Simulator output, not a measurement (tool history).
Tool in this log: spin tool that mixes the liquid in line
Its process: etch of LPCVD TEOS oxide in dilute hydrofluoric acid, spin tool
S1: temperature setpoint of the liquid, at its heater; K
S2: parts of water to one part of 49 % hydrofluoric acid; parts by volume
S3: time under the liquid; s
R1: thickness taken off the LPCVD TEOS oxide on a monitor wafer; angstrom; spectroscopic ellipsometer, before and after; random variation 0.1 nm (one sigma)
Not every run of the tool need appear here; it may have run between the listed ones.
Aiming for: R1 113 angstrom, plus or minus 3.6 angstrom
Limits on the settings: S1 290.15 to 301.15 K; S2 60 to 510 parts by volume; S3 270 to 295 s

run 1 hour=0 | S1=293.15 S2=285 S3=270 | R1=166.38
run 2 hour=4 | S1=291.15 S2=285 S3=270 | R1=154.25
run 3 hour=5.7 | S1=292.65 S2=285 S3=270 | R1=162.44
run 4 hour=7.3 | S1=295.65 S2=285 S3=270 | R1=179.33
run 5 hour=16.1 | S1=295.65 S2=285 S3=270 | R1=181.93
run 6 hour=18.1 | S1=295.65 S2=245 S3=270 | R1=219.03
run 7 hour=25.3 | S1=294.65 S2=265 S3=270 | R1=195.14
run 8 hour=28.3 | S1=293.65 S2=280 S3=270 | R1=171.71
run 9 hour=32.6 | S1=293.15 S2=290 S3=270 | R1=162.01

Of the 4 settings listed for the next run, only one would bring every result within its allowed miss of target. Which one?
run A hour=36.9 | S1=290.15 S2=350 S3=270 | R1=?
run B hour=36.9 | S1=292.65 S2=195 S3=295 | R1=?
run C hour=36.9 | S1=294.15 S2=270 S3=270 | R1=?
run D hour=36.9 | S1=295.65 S2=280 S3=285 | R1=?

move=A R1=113.12
move=B R1=279.62
move=C R1=182.09
move=D R1=193.85
A: all results land within tolerance of their targets
B: misses by more than the last run did
C: misses by more than the last run did
D: misses by more than the last run did
The right move is A.

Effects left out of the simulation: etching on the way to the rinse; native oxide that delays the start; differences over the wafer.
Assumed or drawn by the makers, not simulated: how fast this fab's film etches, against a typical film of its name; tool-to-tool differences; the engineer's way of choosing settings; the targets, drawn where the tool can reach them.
